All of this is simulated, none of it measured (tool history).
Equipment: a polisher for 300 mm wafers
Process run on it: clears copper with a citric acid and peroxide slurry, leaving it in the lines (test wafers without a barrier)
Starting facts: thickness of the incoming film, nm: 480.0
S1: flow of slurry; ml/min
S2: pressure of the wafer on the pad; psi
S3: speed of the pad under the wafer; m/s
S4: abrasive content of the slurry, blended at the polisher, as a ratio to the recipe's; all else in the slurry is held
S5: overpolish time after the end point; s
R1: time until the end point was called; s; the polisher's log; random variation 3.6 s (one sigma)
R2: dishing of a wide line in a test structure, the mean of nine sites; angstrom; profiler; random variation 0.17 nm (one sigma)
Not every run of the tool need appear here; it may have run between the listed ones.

run 1 hour=0.0 | S1=245 S2=3.3 S3=1.20 S4=1.00 S5=24 | R1=212.52 R2=338.39
run 2 hour=0.9 | S1=300 S2=3.3 S3=1.20 S4=1.00 S5=24 | R1=205.63 R2=346.60
run 3 hour=8.3 | S1=310 S2=2.9 S3=1.24 S4=1.00 S5=20 | R1=227.12 R2=288.72
run 4 hour=14.1 | S1=275 S2=3.0 S3=1.14 S4=1.05 S5=17 | R1=239.95 R2=237.25
run 5 hour=18.4 | S1=250 S2=3.2 S3=1.02 S4=1.15 S5=15 | R1=248.33 R2=202.39
run 6 hour=21.6 | S1=230 S2=3.4 S3=0.94 S4=1.20 S5=13 | R1=255.39 R2=178.84
run 7 hour=24.2 | S1=210 S2=3.6 S3=0.88 S4=1.25 S5=12 | R1=254.87 R2=164.65
run 8 hour=26.3 | S1=195 S2=3.8 S3=0.84 S4=1.30 S5=11 | R1=253.60 R2=153.10
run 9 hour=30.0 | S1=185 S2=3.9 S3=0.82 S4=1.35 S5=10 | R1=248.86 R2=139.71

What will run 10 give?
run 10 hour=32.3 | S1=185 S2=3.9 S3=0.82 S4=1.35 S5=9 | R1=? R2=?

R1: 259.64 s
R2: 125.66 angstrom
